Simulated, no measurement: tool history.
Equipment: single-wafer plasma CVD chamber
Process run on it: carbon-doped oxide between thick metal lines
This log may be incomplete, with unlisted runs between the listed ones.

run	hour	heater temperature setpoint (°C)	chamber pressure (mTorr)	RF power (kW)	deposition time (s)	mean film thickness on the monitor wafer (angstrom)
1	0	335	5440	0.53	99	5817.3
2	5.7	335	5440	0.53	94	5509.2
3	10.9	332	5760	0.545	94	5797.8
4	11.8	332	5760	0.545	99	6021.3
5	18.1	329	5890	0.545	99	6158.7
6	19.6	329	5890	0.6	99	6582.7

Run 7 has not been measured yet. What should we expect?
7	21.5	329	5890	0.6	99	?

mean film thickness on the monitor wafer (angstrom): 6700.7
